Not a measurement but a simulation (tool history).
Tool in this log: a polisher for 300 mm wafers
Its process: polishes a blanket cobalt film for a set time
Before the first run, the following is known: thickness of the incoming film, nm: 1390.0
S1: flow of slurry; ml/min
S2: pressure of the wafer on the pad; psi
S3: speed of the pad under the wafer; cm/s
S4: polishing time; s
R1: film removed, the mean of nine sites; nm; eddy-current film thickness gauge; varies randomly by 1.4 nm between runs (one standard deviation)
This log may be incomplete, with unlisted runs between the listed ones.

run  hour   S1   S2  S3  S4      R1
  1     0  175  1.4  94  89  270.96
  2     6  175  1.4  86  89   250.8
  3  10.7  175  1.4  70  89  202.38
  4  12.6  175  1.6  70  89  234.52
  5  21.3  170  1.5  70  89  215.63
  6  28.1  170  1.5  52  89  163.83
  7  29.4  185  1.5  52  89  164.64

Predict the results of run 8:
  8  32.7  185  1.6  52  89   ?

R1: 177.99 nm

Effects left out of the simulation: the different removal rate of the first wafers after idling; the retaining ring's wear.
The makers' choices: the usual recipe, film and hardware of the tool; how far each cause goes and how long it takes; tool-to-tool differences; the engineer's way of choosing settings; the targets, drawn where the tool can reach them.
